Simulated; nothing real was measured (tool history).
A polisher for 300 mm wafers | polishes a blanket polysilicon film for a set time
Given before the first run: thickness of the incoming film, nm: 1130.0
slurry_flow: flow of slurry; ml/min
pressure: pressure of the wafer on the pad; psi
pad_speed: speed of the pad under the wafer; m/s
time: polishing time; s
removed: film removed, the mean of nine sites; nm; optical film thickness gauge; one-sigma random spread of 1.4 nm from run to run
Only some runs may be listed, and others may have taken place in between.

{"run": 1, "day": 0.0, "slurry_flow": 145, "pressure": 2.1, "pad_speed": 1.02, "time": 29, "removed": 174.37}
{"run": 2, "day": 0.267, "slurry_flow": 145, "pressure": 2.1, "pad_speed": 0.8, "time": 29, "removed": 138.19}
{"run": 3, "day": 0.617, "slurry_flow": 145, "pressure": 2.3, "pad_speed": 0.8, "time": 29, "removed": 149.8}
{"run": 4, "day": 0.671, "slurry_flow": 145, "pressure": 2.7, "pad_speed": 0.8, "time": 29, "removed": 174.07}
{"run": 5, "day": 0.829, "slurry_flow": 145, "pressure": 2.7, "pad_speed": 0.96, "time": 29, "removed": 205.77}
{"run": 6, "day": 1.025, "slurry_flow": 145, "pressure": 2.3, "pad_speed": 0.96, "time": 29, "removed": 179.56}
{"run": 7, "day": 1.125, "slurry_flow": 145, "pressure": 1.9, "pad_speed": 0.94, "time": 29, "removed": 141.56}
{"run": 8, "day": 1.242, "slurry_flow": 145, "pressure": 1.7, "pad_speed": 0.94, "time": 29, "removed": 130.53}

Predict the results of run 9:
{"run": 9, "day": 1.346, "slurry_flow": 145, "pressure": 1.6, "pad_speed": 0.94, "time": 29, "removed": "?"}

removed: 122.57 nm

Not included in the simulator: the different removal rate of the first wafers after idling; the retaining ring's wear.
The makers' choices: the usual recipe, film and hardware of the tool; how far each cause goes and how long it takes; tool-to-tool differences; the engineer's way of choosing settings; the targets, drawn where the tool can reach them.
